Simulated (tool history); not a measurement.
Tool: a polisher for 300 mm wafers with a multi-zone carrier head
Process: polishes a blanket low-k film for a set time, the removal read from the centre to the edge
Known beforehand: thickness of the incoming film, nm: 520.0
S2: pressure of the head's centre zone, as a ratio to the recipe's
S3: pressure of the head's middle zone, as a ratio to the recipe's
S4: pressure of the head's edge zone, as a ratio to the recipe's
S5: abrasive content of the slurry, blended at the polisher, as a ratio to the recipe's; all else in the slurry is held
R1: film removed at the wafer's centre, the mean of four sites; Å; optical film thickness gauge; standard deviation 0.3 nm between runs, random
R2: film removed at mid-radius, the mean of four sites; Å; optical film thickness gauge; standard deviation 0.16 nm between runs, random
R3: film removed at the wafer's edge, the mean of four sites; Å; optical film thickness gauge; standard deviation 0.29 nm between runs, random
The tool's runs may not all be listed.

Run 1, hour 0: flow of slurry (ml/min) 305, S2 1, S3 1, S4 1, S5 1, polishing time (s) 77. Result: R1 399.61 Å, R2 402.13 Å, R3 408.6 Å.
Run 2, hour 1.1: flow of slurry (ml/min) 300, S2 1, S3 0.97, S4 0.98, S5 0.9, polishing time (s) 71. Result: R1 348.39 Å, R2 341.89 Å, R3 345.43 Å.
Run 3, hour 4.6: flow of slurry (ml/min) 295, S2 1, S3 0.94, S4 0.99, S5 0.8, polishing time (s) 68. Result: R1 323.7 Å, R2 297.27 Å, R3 321.36 Å.
Run 4, hour 6.1: flow of slurry (ml/min) 255, S2 1, S3 0.94, S4 0.99, S5 0.8, polishing time (s) 68. Result: R1 314.69 Å, R2 292.59 Å, R3 312.5 Å.
Run 5, hour 8.1: flow of slurry (ml/min) 255, S2 0.92, S3 0.94, S4 0.99, S5 0.8, polishing time (s) 68. Result: R1 290.56 Å, R2 300.83 Å, R3 315.04 Å.
Run 6, hour 11.7: flow of slurry (ml/min) 255, S2 0.92, S3 0.94, S4 0.99, S5 0.9, polishing time (s) 68. Result: R1 314.94 Å, R2 314.36 Å, R3 332.93 Å.
Run 7, hour 18.4: flow of slurry (ml/min) 250, S2 0.93, S3 0.92, S4 0.97, S5 0.8, polishing time (s) 66. Result: R1 279.72 Å, R2 283.18 Å, R3 297.93 Å.

Predict the results of run 8:
Run 8, hour 25: flow of slurry (ml/min) 250, S2 0.93, S3 0.92, S4 0.97, S5 0.8, polishing time (s) 66. Result: R1 ?, R2 ?, R3 ?.

Run 8 measured R1 281.36 Å, R2 277.58 Å, R3 304.29 Å.
